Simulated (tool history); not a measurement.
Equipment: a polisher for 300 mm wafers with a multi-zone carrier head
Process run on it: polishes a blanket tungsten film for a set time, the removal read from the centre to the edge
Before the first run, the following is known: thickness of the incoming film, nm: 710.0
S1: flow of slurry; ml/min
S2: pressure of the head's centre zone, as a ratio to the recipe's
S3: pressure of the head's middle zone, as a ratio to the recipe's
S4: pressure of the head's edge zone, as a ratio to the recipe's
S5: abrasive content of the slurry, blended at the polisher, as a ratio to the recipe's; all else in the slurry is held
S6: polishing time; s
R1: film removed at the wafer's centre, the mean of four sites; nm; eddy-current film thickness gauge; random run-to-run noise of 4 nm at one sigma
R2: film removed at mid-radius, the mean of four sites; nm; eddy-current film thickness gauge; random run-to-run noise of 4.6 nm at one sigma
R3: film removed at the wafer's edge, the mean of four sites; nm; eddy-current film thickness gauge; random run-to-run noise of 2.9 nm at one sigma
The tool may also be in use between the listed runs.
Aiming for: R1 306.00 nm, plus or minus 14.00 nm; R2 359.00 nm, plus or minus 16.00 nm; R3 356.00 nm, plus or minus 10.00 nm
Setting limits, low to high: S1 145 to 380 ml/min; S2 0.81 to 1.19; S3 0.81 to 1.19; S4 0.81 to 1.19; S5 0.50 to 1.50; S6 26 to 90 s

Run 1, hour 0.0: S1 245 ml/min, S2 1.00, S3 1.00, S4 1.00, S5 1.00, S6 58 s. Result: R1 297.45 nm, R2 290.41 nm, R3 301.52 nm.
Run 2, hour 7.3: S1 250 ml/min, S2 0.99, S3 1.01, S4 1.01, S5 1.05, S6 58 s. Result: R1 295.45 nm, R2 295.34 nm, R3 314.13 nm.
Run 3, hour 15.0: S1 250 ml/min, S2 1.03, S3 1.01, S4 1.01, S5 1.05, S6 58 s. Result: R1 312.27 nm, R2 299.39 nm, R3 310.22 nm.
Run 4, hour 21.8: S1 250 ml/min, S2 1.03, S3 1.01, S4 1.06, S5 1.05, S6 58 s. Result: R1 313.85 nm, R2 295.97 nm, R3 315.57 nm.
Run 5, hour 25.1: S1 250 ml/min, S2 1.03, S3 1.01, S4 1.01, S5 1.05, S6 58 s. Result: R1 314.92 nm, R2 297.69 nm, R3 312.89 nm.
Run 6, hour 27.2: S1 255 ml/min, S2 1.02, S3 1.02, S4 1.02, S5 1.05, S6 58 s. Result: R1 310.91 nm, R2 295.48 nm, R3 312.45 nm.
Run 7, hour 36.0: S1 245 ml/min, S2 1.01, S3 1.03, S4 1.01, S5 1.10, S6 58 s. Result: R1 303.98 nm, R2 305.86 nm, R3 313.33 nm.
Run 8, hour 43.9: S1 275 ml/min, S2 0.96, S3 1.13, S4 1.11, S5 1.35, S6 58 s. Result: R1 306.22 nm, R2 346.83 nm, R3 350.70 nm.

Below are 4 possible settings for the next run. Only one of them brings all results inside the allowed miss of their targets. Which is it?
Run A, hour 51.8: S1 270 ml/min, S2 0.88, S3 1.01, S4 1.18, S5 1.40, S6 59 s. Result: R1 ?, R2 ?, R3 ?.
Run B, hour 51.8: S1 260 ml/min, S2 1.01, S3 1.16, S4 1.09, S5 1.30, S6 58 s. Result: R1 ?, R2 ?, R3 ?.
Run C, hour 51.8: S1 245 ml/min, S2 0.98, S3 1.16, S4 1.11, S5 1.15, S6 58 s. Result: R1 ?, R2 ?, R3 ?.
Run D, hour 51.8: S1 250 ml/min, S2 0.90, S3 1.16, S4 1.07, S5 1.45, S6 60 s. Result: R1 ?, R2 ?, R3 ?.

move      R1      R2      R3
   A  286.09  322.25  362.08
   B  316.69  338.01  334.70
   C  296.89  326.96  327.31
   D  297.00  356.47  349.93
A: its largest miss is bigger than the last run's
B: its largest miss is bigger than the last run's
C: its largest miss is bigger than the last run's
D: every result lands within tolerance
D meets every target.
